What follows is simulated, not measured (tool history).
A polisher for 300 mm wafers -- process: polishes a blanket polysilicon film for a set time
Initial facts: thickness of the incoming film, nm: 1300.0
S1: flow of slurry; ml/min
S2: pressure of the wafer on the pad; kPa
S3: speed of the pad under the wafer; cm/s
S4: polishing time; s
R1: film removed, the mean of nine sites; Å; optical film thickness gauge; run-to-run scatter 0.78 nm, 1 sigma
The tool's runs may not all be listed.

run  hour   S1    S2   S3  S4       R1
  1   0.0  290  17.2  106  32  2438.30
  2   2.9  275  14.5   88  31  1657.60
  3  10.2  275  12.4   78  31  1300.90
  4  14.6  275  12.4   90  31  1471.20
  5  22.5  275  12.4   90  32  1496.20
  6  30.5  275  11.0   78  32  1217.60
  7  37.7  275  10.3   70  32  1037.80

What will run 8 give?
  8  43.3  275  9.7  66  32   ?

Run 8 produced R1 897.12 Å.
